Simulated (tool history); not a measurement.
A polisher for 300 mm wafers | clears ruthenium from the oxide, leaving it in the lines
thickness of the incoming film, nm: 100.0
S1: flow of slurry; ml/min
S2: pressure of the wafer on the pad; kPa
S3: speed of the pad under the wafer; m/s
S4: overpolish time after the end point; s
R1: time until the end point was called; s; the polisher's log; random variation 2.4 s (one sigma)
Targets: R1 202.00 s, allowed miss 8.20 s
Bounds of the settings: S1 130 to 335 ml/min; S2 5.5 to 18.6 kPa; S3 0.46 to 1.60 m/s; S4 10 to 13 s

| run | hour | S1 | S2 | S3 | S4 | R1 |
|---|---|---|---|---|---|---|
| 1 | 0.0 | 215 | 11.7 | 1.02 | 13 | 104.89 |
| 2 | 8.0 | 255 | 11.7 | 1.02 | 13 | 104.91 |
| 3 | 11.9 | 255 | 11.7 | 1.02 | 13 | 102.84 |
| 4 | 13.2 | 225 | 11.7 | 1.02 | 13 | 106.22 |
| 5 | 14.8 | 225 | 10.3 | 1.00 | 13 | 115.01 |
| 6 | 17.9 | 225 | 10.3 | 0.86 | 13 | 138.00 |
| 7 | 20.8 | 225 | 9.0 | 0.84 | 13 | 150.13 |
| 8 | 23.2 | 220 | 5.5 | 0.72 | 13 | 219.46 |
| 9 | 24.7 | 220 | 6.2 | 0.72 | 13 | 207.26 |
| 10 | 32.6 | 220 | 6.2 | 0.72 | 13 | 210.41 |

5 next moves are on the table. One of them brings every result within its allowed miss. Which?
| A | 40.5 | 215 | 5.5 | 0.74 | 13 | ? |
| B | 40.5 | 260 | 5.5 | 0.70 | 13 | ? |
| C | 40.5 | 205 | 5.5 | 0.72 | 13 | ? |
| D | 40.5 | 175 | 5.5 | 0.74 | 13 | ? |
| E | 40.5 | 155 | 6.9 | 0.76 | 13 | ? |

| move | R1 |
|---|---|
| A | 216.11 |
| B | 222.70 |
| C | 223.35 |
| D | 223.04 |
| E | 200.46 |
A: further off than the last run
B: further off than the last run
C: further off than the last run
D: further off than the last run
E: meets every target
The right move is E.
